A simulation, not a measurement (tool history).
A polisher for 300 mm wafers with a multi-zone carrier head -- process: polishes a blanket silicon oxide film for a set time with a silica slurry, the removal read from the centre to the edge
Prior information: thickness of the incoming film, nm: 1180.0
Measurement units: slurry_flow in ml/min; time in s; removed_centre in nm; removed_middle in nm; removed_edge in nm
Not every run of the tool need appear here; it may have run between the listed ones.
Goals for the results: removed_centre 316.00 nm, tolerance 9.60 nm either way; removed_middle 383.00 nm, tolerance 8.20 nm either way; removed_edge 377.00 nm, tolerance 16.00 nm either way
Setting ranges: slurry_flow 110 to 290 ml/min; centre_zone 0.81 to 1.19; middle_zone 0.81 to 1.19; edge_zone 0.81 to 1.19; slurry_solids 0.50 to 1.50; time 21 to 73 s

run,hour,slurry_flow,centre_zone,middle_zone,edge_zone,slurry_solids,time,removed_centre,removed_middle,removed_edge
1,0.0,185,1.00,1.00,1.00,1.00,47,222.49,223.46,223.81
2,5.5,210,1.00,1.00,1.00,1.00,47,227.28,226.69,225.80
3,7.3,210,1.00,1.00,1.08,1.00,47,227.30,225.35,233.05
4,15.8,205,0.98,1.03,1.10,1.10,50,253.12,259.21,264.43
5,19.5,205,0.95,1.05,1.12,1.20,51,261.41,279.84,288.09
6,24.2,165,0.95,1.05,1.12,1.20,51,251.86,275.25,286.51
7,25.4,150,0.94,1.15,1.19,1.45,57,293.15,357.30,346.08
8,29.5,160,0.93,1.14,1.19,1.45,57,298.48,357.14,354.40

Below are 4 possible settings for the next run. Only one of them brings all results inside the allowed miss of their targets. Which is it?
A,33.6,210,0.97,1.19,1.07,1.20,62,?,?,?
B,33.6,130,0.95,1.06,1.06,1.50,59,?,?,?
C,33.6,135,0.93,1.15,1.19,1.45,62,?,?,?
D,33.6,130,1.03,1.05,1.19,1.50,55,?,?,?

move,removed_centre,removed_middle,removed_edge
A,325.48,385.93,348.75
B,308.04,341.19,346.69
C,315.22,381.81,382.61
D,311.30,315.31,342.92
A: meets the target for the result that was furthest off, but another lies outside its allowed miss
B: misses by more than the last run did
C: in spec on every target
D: misses by more than the last run did
Correct choice: C, which meets every target
